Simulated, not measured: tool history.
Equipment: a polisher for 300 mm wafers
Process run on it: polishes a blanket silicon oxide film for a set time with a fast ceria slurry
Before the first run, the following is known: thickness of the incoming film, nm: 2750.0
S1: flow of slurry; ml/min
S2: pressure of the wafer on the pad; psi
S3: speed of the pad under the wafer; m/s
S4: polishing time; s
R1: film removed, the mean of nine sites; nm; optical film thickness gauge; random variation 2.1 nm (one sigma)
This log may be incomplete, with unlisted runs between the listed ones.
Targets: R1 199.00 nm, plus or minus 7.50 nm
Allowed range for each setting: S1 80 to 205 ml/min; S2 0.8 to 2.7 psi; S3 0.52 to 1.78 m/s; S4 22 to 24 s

Run 1, hour 0.0: S1 135 ml/min, S2 1.7 psi, S3 1.14 m/s, S4 24 s. Result: R1 284.53 nm.
Run 2, hour 1.0: S1 150 ml/min, S2 1.7 psi, S3 1.14 m/s, S4 24 s. Result: R1 292.19 nm.
Run 3, hour 7.6: S1 145 ml/min, S2 1.6 psi, S3 1.14 m/s, S4 24 s. Result: R1 278.77 nm.
Run 4, hour 16.0: S1 140 ml/min, S2 1.5 psi, S3 1.14 m/s, S4 24 s. Result: R1 260.05 nm.
Run 5, hour 19.8: S1 135 ml/min, S2 1.4 psi, S3 1.14 m/s, S4 24 s. Result: R1 244.95 nm.
Run 6, hour 23.9: S1 130 ml/min, S2 1.3 psi, S3 1.14 m/s, S4 24 s. Result: R1 232.78 nm.
Run 7, hour 29.5: S1 130 ml/min, S2 1.2 psi, S3 1.14 m/s, S4 24 s. Result: R1 218.80 nm.
Run 8, hour 36.4: S1 125 ml/min, S2 1.2 psi, S3 1.14 m/s, S4 24 s. Result: R1 219.71 nm.

Next run, 5 choices. One meets every target within its allowed miss, the rest don't. Which?
Run A, hour 43.3: S1 145 ml/min, S2 0.9 psi, S3 1.14 m/s, S4 24 s. Result: R1 ?.
Run B, hour 43.3: S1 100 ml/min, S2 1.7 psi, S3 0.90 m/s, S4 23 s. Result: R1 ?.
Run C, hour 43.3: S1 135 ml/min, S2 1.1 psi, S3 1.36 m/s, S4 22 s. Result: R1 ?.
Run D, hour 43.3: S1 85 ml/min, S2 1.3 psi, S3 1.06 m/s, S4 24 s. Result: R1 ?.
Run E, hour 43.3: S1 170 ml/min, S2 0.9 psi, S3 1.10 m/s, S4 24 s. Result: R1 ?.

move      R1
   A  184.65
   B  217.88
   C  219.70
   D  199.10
   E  184.68
A: carries the result that was furthest off beyond its target, to the other side
B: moves toward the targets from the last run without getting all of them in spec
C: just as far off the targets as the last run
D: every result within its allowed miss
E: carries the result that was furthest off beyond its target, to the other side
D is the move that brings every result within its allowed miss.
